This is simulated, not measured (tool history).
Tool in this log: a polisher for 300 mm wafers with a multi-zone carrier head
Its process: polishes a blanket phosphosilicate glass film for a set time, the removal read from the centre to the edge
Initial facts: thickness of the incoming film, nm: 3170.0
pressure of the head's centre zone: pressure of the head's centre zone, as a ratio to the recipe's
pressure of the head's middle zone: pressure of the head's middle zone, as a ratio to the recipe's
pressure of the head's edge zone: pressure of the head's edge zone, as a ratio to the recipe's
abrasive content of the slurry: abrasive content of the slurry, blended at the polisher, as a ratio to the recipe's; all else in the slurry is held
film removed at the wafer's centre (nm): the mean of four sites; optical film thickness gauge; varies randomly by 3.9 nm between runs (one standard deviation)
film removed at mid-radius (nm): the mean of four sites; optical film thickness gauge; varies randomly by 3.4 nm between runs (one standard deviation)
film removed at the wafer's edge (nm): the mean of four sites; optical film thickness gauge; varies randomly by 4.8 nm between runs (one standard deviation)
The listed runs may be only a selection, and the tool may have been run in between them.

| run | day | flow of slurry (ml/min) | pressure of the head's centre zone | pressure of the head's middle zone | pressure of the head's edge zone | abrasive content of the slurry | polishing time (s) | film removed at the wafer's centre (nm) | film removed at mid-radius (nm) | film removed at the wafer's edge (nm) |
|---|---|---|---|---|---|---|---|---|---|---|
| 1 | 0 | 315 | 1 | 1 | 1 | 1 | 84 | 674.16 | 646.07 | 643.68 |
| 2 | 0.033 | 315 | 1 | 1 | 1 | 1 | 100 | 804.12 | 775.74 | 772.37 |
| 3 | 0.142 | 235 | 1 | 1 | 1 | 1 | 100 | 770.34 | 732.13 | 748.28 |
| 4 | 0.5 | 225 | 1 | 0.95 | 0.97 | 0.85 | 92 | 635.96 | 593.31 | 606.87 |
|  | 0.608 | centre zone pressure recalibrated |
| 5 | 0.608 | 225 | 1 | 0.95 | 0.97 | 0.65 | 92 | 515.03 | 495.81 | 526.12 |
| 6 | 0.929 | 225 | 1.05 | 0.95 | 0.97 | 0.65 | 92 | 537.97 | 496.44 | 517.16 |
| 7 | 0.979 | 220 | 1.06 | 0.92 | 0.96 | 0.6 | 89 | 491.61 | 438.26 | 473.14 |

Run 8, settings as shown, results not yet in. Your forecast:
| 8 | 1.267 | 220 | 1.06 | 0.89 | 0.94 | 0.55 | 89 | ? | ? | ? |

film removed at the wafer's centre (nm): 467.86
film removed at mid-radius (nm): 403.87
film removed at the wafer's edge (nm): 436.55
